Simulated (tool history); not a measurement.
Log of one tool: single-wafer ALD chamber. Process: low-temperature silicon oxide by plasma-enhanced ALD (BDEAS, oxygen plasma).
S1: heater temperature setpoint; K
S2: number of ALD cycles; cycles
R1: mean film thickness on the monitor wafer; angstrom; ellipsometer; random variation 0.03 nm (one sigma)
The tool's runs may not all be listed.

run  hour      S1  S2      R1
  1   0.0  363.15  56  85.427
  2   7.0  365.15  54  80.920
  3  11.0  367.15  53  79.324
  4  12.2  361.15  53  80.576
  5  12.9  361.15  60  91.398
  6  20.8  363.15  57  86.679
  7  22.2  365.15  55  82.171
  8  31.1  367.15  54  81.148
  9  33.7  368.15  52  78.181
 10  40.6  379.15  43  61.751
 11  44.1  377.15  43  62.606

Run 12 comes next. What will it give?
 12  46.6  376.15  43   ?

Run 12 gave R1 62.712 angstrom.

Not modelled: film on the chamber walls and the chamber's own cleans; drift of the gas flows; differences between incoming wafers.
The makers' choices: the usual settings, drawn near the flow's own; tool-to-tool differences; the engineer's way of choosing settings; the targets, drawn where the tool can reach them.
